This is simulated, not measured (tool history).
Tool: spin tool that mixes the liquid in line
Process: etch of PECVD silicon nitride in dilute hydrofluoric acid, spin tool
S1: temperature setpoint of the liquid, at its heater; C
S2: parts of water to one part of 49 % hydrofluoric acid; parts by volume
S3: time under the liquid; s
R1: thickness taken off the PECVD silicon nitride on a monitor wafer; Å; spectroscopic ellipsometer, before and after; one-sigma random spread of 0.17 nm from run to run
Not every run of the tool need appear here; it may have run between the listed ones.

run	hour	S1	S2	S3	R1
1	0.0	25.0	120	310	166.05
2	2.7	26.0	110	310	191.09
3	8.9	26.0	70	310	300.17
4	17.0	27.0	70	310	320.39
# hour 21.6: hydrofluoric acid flow meter replaced
5	21.6	28.0	70	310	314.93
6	25.1	28.5	65	310	351.14
7	30.1	29.0	65	310	361.92
8	35.5	29.5	65	310	372.99
9	38.0	30.0	65	310	383.34
10	41.9	30.5	65	310	395.63
11	43.0	31.0	65	310	407.44

Estimate the outcome of run 12 from the log above:
12	50.8	31.5	65	310	?

R1: 419.85 Å
